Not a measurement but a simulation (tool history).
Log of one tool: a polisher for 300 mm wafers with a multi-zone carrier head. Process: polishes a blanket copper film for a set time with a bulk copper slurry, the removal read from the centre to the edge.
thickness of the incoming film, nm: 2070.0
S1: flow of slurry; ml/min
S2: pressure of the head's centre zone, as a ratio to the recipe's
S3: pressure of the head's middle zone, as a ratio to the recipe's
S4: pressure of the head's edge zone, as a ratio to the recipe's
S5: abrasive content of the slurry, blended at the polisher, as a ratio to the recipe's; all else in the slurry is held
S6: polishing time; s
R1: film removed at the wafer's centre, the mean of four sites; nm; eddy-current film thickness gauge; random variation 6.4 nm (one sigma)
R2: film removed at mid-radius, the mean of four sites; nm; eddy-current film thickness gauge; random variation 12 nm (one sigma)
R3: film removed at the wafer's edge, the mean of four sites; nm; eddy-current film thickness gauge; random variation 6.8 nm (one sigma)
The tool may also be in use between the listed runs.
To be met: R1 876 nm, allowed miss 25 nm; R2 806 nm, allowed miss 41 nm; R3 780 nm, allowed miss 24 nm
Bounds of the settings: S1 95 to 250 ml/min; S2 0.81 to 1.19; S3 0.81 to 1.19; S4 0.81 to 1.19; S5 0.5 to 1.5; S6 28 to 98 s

run 1 hour=0 | S1=160 S2=1 S3=1 S4=1 S5=1 S6=63 | R1=720.36 R2=711.58 R3=693.35
run 2 hour=3.8 | S1=160 S2=1 S3=0.95 S4=1 S5=1 S6=63 | R1=721.12 R2=678.67 R3=698.28
run 3 hour=11.3 | S1=160 S2=1 S3=0.95 S4=1 S5=0.85 S6=63 | R1=704.74 R2=659.81 R3=673.74
run 4 hour=20.1 | S1=160 S2=1 S3=0.95 S4=0.94 S5=0.85 S6=63 | R1=698.42 R2=672.55 R3=660.89
run 5 hour=26.1 | S1=170 S2=1.01 S3=0.96 S4=0.95 S5=0.9 S6=63 | R1=719.64 R2=660.78 R3=669.09
run 6 hour=30.1 | S1=170 S2=1.02 S3=0.98 S4=0.97 S5=0.95 S6=63 | R1=736.61 R2=691.79 R3=693.38
run 7 hour=35.2 | S1=175 S2=1.03 S3=1 S4=0.97 S5=0.95 S6=63 | R1=741.44 R2=711.71 R3=686.99
run 8 hour=40.5 | S1=180 S2=1.04 S3=1.01 S4=0.99 S5=1 S6=63 | R1=755.35 R2=732.31 R3=688.94
run 9 hour=47.8 | S1=180 S2=1.05 S3=1.01 S4=1 S5=1.05 S6=63 | R1=778.08 R2=745.67 R3=721.63
run 10 hour=54.4 | S1=185 S2=1.06 S3=1.01 S4=1.01 S5=1.05 S6=63 | R1=786.27 R2=738.69 R3=709.83

Which of these 4 next moves meets every target?
run A hour=61 | S1=195 S2=1.01 S3=0.99 S4=0.97 S5=1.35 S6=66 | R1=? R2=? R3=?
run B hour=61 | S1=105 S2=0.88 S3=0.81 S4=1.02 S5=1.2 S6=79 | R1=? R2=? R3=?
run C hour=61 | S1=230 S2=1.06 S3=1.02 S4=1.02 S5=1.2 S6=66 | R1=? R2=? R3=?
run D hour=61 | S1=200 S2=1.06 S3=0.95 S4=1.02 S5=1.05 S6=57 | R1=? R2=? R3=?

move=A R1=847.14 R2=793.11 R3=773.73
move=B R1=733.51 R2=682.05 R3=837.17
move=C R1=894.01 R2=815.02 R3=786.11
move=D R1=737.29 R2=634.77 R3=653.9
A: nearer than the last run, and not there yet
B: further off than the last run
C: meets every target
D: further off than the last run
The right move is C.
